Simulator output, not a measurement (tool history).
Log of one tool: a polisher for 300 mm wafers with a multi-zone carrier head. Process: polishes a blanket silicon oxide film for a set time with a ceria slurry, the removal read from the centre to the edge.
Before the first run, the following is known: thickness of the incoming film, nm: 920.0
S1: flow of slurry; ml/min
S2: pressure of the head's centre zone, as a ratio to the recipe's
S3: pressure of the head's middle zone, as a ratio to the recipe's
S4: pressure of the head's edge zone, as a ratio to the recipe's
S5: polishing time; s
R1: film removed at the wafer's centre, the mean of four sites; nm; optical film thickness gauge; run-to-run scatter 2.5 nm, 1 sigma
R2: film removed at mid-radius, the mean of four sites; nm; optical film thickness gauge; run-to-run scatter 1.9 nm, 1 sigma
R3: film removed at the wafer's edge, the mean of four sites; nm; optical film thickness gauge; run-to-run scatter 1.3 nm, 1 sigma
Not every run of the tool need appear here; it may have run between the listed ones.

{"run": 1, "day": 0.0, "S1": 165, "S2": 1, "S3": 1, "S4": 1, "S5": 60, "R1": 270.05, "R2": 292.14, "R3": 292.58}
{"run": 2, "day": 0.046, "S1": 165, "S2": 1, "S3": 1, "S4": 1, "S5": 48, "R1": 214.27, "R2": 235.52, "R3": 234.57}
{"run": 3, "day": 0.292, "S1": 195, "S2": 1, "S3": 1, "S4": 1, "S5": 48, "R1": 228.86, "R2": 241.15, "R3": 241.51}
{"run": 4, "day": 0.325, "S1": 165, "S2": 1, "S3": 1, "S4": 1, "S5": 48, "R1": 218.53, "R2": 235.4, "R3": 235.09}
{"run": 5, "day": 0.567, "S1": 165, "S2": 1, "S3": 1, "S4": 1, "S5": 63, "R1": 296.2, "R2": 306.35, "R3": 308.42}
{"run": 6, "day": 0.679, "S1": 165, "S2": 0.97, "S3": 1, "S4": 1, "S5": 63, "R1": 277.21, "R2": 310.97, "R3": 308.28}
{"day": 0.775, "done": "centre zone pressure recalibrated"}
{"run": 7, "day": 0.775, "S1": 165, "S2": 0.97, "S3": 1, "S4": 1, "S5": 63, "R1": 299.27, "R2": 309.37, "R3": 309.81}
{"run": 8, "day": 1.125, "S1": 150, "S2": 1.06, "S3": 0.99, "S4": 0.9, "S5": 46, "R1": 234, "R2": 217.3, "R3": 213.88}

Estimate the outcome of run 9 from the log above:
{"run": 9, "day": 1.146, "S1": 145, "S2": 1.06, "S3": 1, "S4": 0.89, "S5": 46, "R1": "?", "R2": "?", "R3": "?"}

R1: 225.89 nm
R2: 214.59 nm
R3: 210.07 nm

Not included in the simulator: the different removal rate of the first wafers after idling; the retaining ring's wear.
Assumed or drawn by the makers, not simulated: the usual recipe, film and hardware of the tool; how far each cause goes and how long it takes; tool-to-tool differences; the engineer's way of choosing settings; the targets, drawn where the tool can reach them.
